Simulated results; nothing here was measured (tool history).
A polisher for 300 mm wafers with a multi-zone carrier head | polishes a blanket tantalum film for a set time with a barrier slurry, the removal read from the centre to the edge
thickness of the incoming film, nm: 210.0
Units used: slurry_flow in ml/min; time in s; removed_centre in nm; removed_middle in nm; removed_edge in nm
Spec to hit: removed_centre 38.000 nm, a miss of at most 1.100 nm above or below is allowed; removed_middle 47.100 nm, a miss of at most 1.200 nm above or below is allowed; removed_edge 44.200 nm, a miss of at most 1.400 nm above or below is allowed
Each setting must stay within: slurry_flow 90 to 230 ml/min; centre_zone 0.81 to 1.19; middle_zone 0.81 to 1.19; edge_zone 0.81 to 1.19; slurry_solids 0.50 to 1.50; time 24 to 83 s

run 1 day=0.000 | slurry_flow=150 centre_zone=1.00 middle_zone=1.00 edge_zone=1.00 slurry_solids=1.00 time=53 | removed_centre=68.666 removed_middle=70.551 removed_edge=68.303
run 2 day=0.117 | slurry_flow=150 centre_zone=1.00 middle_zone=1.00 edge_zone=1.08 slurry_solids=1.00 time=53 | removed_centre=69.412 removed_middle=69.983 removed_edge=72.127
run 3 day=0.162 | slurry_flow=150 centre_zone=1.00 middle_zone=1.00 edge_zone=1.14 slurry_solids=1.00 time=53 | removed_centre=69.718 removed_middle=70.527 removed_edge=74.307
run 4 day=0.425 | slurry_flow=145 centre_zone=0.97 middle_zone=1.00 edge_zone=1.09 slurry_solids=0.90 time=51 | removed_centre=62.686 removed_middle=64.291 removed_edge=66.832
run 5 day=0.629 | slurry_flow=145 centre_zone=1.04 middle_zone=1.00 edge_zone=1.09 slurry_solids=0.90 time=51 | removed_centre=68.137 removed_middle=64.888 removed_edge=67.298
run 6 day=0.812 | slurry_flow=140 centre_zone=1.00 middle_zone=1.01 edge_zone=1.06 slurry_solids=0.85 time=50 | removed_centre=62.757 removed_middle=63.299 removed_edge=63.728
run 7 day=0.854 | slurry_flow=135 centre_zone=0.97 middle_zone=1.01 edge_zone=1.04 slurry_solids=0.80 time=48 | removed_centre=57.091 removed_middle=59.138 removed_edge=58.303
run 8 day=1.017 | slurry_flow=130 centre_zone=0.94 middle_zone=1.02 edge_zone=1.04 slurry_solids=0.75 time=47 | removed_centre=52.888 removed_middle=58.389 removed_edge=56.249
run 9 day=1.196 | slurry_flow=130 centre_zone=0.94 middle_zone=1.02 edge_zone=1.04 slurry_solids=0.75 time=47 | removed_centre=52.800 removed_middle=58.023 removed_edge=56.459
run 10 day=1.412 | slurry_flow=125 centre_zone=0.92 middle_zone=1.01 edge_zone=1.02 slurry_solids=0.70 time=46 | removed_centre=49.229 removed_middle=53.606 removed_edge=54.721
run 11 day=1.588 | slurry_flow=135 centre_zone=0.84 middle_zone=1.11 edge_zone=0.92 slurry_solids=0.50 time=38 | removed_centre=33.777 removed_middle=44.184 removed_edge=39.397
run 12 day=1.692 | slurry_flow=145 centre_zone=0.84 middle_zone=1.10 edge_zone=0.94 slurry_solids=0.50 time=38 | removed_centre=34.403 removed_middle=45.138 removed_edge=40.233
run 13 day=2.067 | slurry_flow=150 centre_zone=0.84 middle_zone=1.09 edge_zone=0.96 slurry_solids=0.50 time=38 | removed_centre=34.971 removed_middle=45.704 removed_edge=40.908
run 14 day=2.212 | slurry_flow=155 centre_zone=0.84 middle_zone=1.08 edge_zone=0.98 slurry_solids=0.50 time=38 | removed_centre=34.726 removed_middle=45.844 removed_edge=40.798
run 15 day=2.250 | slurry_flow=155 centre_zone=0.85 middle_zone=1.07 edge_zone=1.00 slurry_solids=0.50 time=38 | removed_centre=35.394 removed_middle=44.980 removed_edge=41.122
run 16 day=2.475 | slurry_flow=155 centre_zone=0.85 middle_zone=1.07 edge_zone=1.02 slurry_solids=0.50 time=38 | removed_centre=35.285 removed_middle=44.871 removed_edge=42.448

Exactly one of the 5 candidate moves below puts every result within its allowed miss. Which one?
run A day=2.700 | slurry_flow=185 centre_zone=0.81 middle_zone=1.10 edge_zone=0.94 slurry_solids=0.55 time=36 | removed_centre=? removed_middle=? removed_edge=?
run B day=2.700 | slurry_flow=190 centre_zone=0.88 middle_zone=1.10 edge_zone=0.95 slurry_solids=0.50 time=38 | removed_centre=? removed_middle=? removed_edge=?
run C day=2.700 | slurry_flow=145 centre_zone=0.83 middle_zone=0.95 edge_zone=0.86 slurry_solids=0.65 time=39 | removed_centre=? removed_middle=? removed_edge=?
run D day=2.700 | slurry_flow=110 centre_zone=0.83 middle_zone=1.00 edge_zone=0.88 slurry_solids=1.00 time=38 | removed_centre=? removed_middle=? removed_edge=?
run E day=2.700 | slurry_flow=105 centre_zone=0.81 middle_zone=1.06 edge_zone=1.06 slurry_solids=0.60 time=38 | removed_centre=? removed_middle=? removed_edge=?

move=A removed_centre=34.025 removed_middle=45.416 removed_edge=40.148
move=B removed_centre=38.180 removed_middle=46.833 removed_edge=41.580
move=C removed_centre=37.782 removed_middle=43.715 removed_edge=42.551
move=D removed_centre=38.570 removed_middle=46.925 removed_edge=44.909
move=E removed_centre=32.612 removed_middle=42.764 removed_edge=42.665
A: its largest miss is bigger than the last run's
B: the worst result of the last run now meets its target, but another is out of spec
C: the worst result of the last run now meets its target, but another is out of spec
D: in spec on every target
E: its largest miss is bigger than the last run's
Answer: D
